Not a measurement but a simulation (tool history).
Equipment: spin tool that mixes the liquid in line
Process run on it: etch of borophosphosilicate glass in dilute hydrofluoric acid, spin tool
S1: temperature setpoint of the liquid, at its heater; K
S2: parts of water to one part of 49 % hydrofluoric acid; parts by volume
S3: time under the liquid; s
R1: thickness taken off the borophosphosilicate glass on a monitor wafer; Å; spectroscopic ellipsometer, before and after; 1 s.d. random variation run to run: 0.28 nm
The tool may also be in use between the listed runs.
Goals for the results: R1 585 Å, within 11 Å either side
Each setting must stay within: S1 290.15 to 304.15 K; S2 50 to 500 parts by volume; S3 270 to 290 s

run 1 hour=0 | S1=296.15 S2=275 S3=270 | R1=533.14
run 2 hour=7.1 | S1=296.15 S2=275 S3=290 | R1=563.94
run 3 hour=12.9 | S1=296.15 S2=340 S3=290 | R1=430.25
run 4 hour=13.8 | S1=297.65 S2=340 S3=290 | R1=450.37
run 5 hour=19.2 | S1=297.65 S2=405 S3=290 | R1=358.05
run 6 hour=26.2 | S1=300.65 S2=405 S3=290 | R1=391.55
run 7 hour=30.1 | S1=301.15 S2=395 S3=290 | R1=413.44
-- hour=38.8 thermometer replaced
run 8 hour=38.8 | S1=301.65 S2=385 S3=290 | R1=406.59
run 9 hour=39.4 | S1=302.15 S2=370 S3=290 | R1=430.48
run 10 hour=48 | S1=302.15 S2=355 S3=290 | R1=456.33
run 11 hour=55.6 | S1=302.15 S2=345 S3=290 | R1=474.7
run 12 hour=59.5 | S1=302.15 S2=335 S3=290 | R1=497.78

Of the 5 settings listed for the next run, only one would bring every result within its allowed miss of target. Which one?
run A hour=63.4 | S1=300.65 S2=310 S3=290 | R1=?
run B hour=63.4 | S1=302.65 S2=300 S3=290 | R1=?
run C hour=63.4 | S1=298.15 S2=310 S3=270 | R1=?
run D hour=63.4 | S1=301.65 S2=390 S3=285 | R1=?
run E hour=63.4 | S1=300.15 S2=335 S3=290 | R1=?

move=A R1=525.46
move=B R1=585.87
move=C R1=449.85
move=D R1=390.98
move=E R1=466.29
A: closer than the last run, but not yet in spec
B: meets every target
C: lands further from the targets than the last run did
D: lands further from the targets than the last run did
E: lands further from the targets than the last run did
So the answer is move B, the one that meets all the targets.

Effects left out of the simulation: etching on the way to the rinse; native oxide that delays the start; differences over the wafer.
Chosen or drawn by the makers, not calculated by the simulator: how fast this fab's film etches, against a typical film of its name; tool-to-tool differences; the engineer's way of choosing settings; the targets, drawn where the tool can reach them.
